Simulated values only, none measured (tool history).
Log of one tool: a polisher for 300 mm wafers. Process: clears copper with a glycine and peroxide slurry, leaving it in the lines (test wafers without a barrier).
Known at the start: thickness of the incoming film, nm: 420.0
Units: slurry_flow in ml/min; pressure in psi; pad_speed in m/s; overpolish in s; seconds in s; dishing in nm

run  hour  slurry_flow  pressure  pad_speed  overpolish  seconds  dishing
  1     0          245       2.3       1.24          14   97.933   46.838
  2     7          245       2.8       1.24          14   85.205   50.451
  3    11          245       2.4        1.2          15   98.036   48.712
  4  12.3          245       2.4        1.2          17   95.166   51.734
  5  20.5          245       2.4       0.88          17    123.3   44.485
  6  22.8          245       2.4       0.56          17   172.62   34.503
  7  28.6          245       2.5       0.56          17   168.27   35.264
  8  32.6          245       2.6       0.56          17   167.21   36.103

Run 9 comes next. What will it give?
  9  34.3          245       2.7       0.56          17        ?        ?

seconds: 163.16 s
dishing: 35.149 nm

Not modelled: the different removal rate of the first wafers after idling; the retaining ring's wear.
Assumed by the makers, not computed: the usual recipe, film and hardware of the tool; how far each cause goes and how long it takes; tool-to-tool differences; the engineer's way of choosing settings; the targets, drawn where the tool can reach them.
